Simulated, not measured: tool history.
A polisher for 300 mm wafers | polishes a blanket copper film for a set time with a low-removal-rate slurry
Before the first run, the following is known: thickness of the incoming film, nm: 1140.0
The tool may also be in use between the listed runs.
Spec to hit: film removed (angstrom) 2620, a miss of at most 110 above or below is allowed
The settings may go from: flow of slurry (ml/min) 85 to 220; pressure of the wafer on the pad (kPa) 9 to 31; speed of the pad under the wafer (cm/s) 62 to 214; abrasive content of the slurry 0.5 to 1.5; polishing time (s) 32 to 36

run  hour  flow of slurry (ml/min)  pressure of the wafer on the pad (kPa)  speed of the pad under the wafer (cm/s)  abrasive content of the slurry  polishing time (s)  film removed (angstrom)
  1     0                      140                                      20                                      138                               1                  36                   1567.8
  2     7                      140                                      20                                      138                               1                  32                   1396.1
  3  13.6                      140                                      20                                      138                               1                  32                   1402.8
  4  16.6                      140                                      20                                      138                            0.95                  32                   1370.9
  5  21.5                      145                                    23.4                                      140                            0.95                  32                   1607.9
  6  26.5                      110                                    23.4                                      140                            0.95                  32                   1551.2
  7  32.8                      115                                    25.5                                      148                            0.95                  32                   1729.9
  8  37.4                      120                                    26.9                                      158                            0.95                  32                   1973.3
  9  38.7                      125                                    28.3                                      162                            0.95                  32                   2114.8
 10  44.8                      130                                      29                                      166                            0.95                  32                   2193.8
 11  46.2                      130                                    29.6                                      172                            0.95                  32                   2326.2
 12  46.8                      130                                    30.3                                      176                            0.95                  32                   2375.1
 13  51.9                      130                                    30.3                                      180                            0.95                  32                     2481

Which single option among these 5 for the next run brings every result within its allowed miss of target? Just one does.
  A    57                      120                                      31                                      178                               1                  36                        ?
  B    57                      135                                    29.6                                      192                            0.85                  35                        ?
  C    57                      135                                    29.6                                      166                             1.1                  32                        ?
  D    57                      135                                      31                                      180                             0.9                  33                        ?
  E    57                       90                                    27.6                                      176                             0.9                  36                        ?

move  film removed (angstrom)
   A                   2826.9
   B                   2784.2
   C                   2359.2
   D                   2602.1
   E                   2323.7
A: takes the result that was furthest off past its target
B: takes the result that was furthest off past its target
C: its largest miss is bigger than the last run's
D: all results in spec
E: its largest miss is bigger than the last run's
The move that meets every target is D.
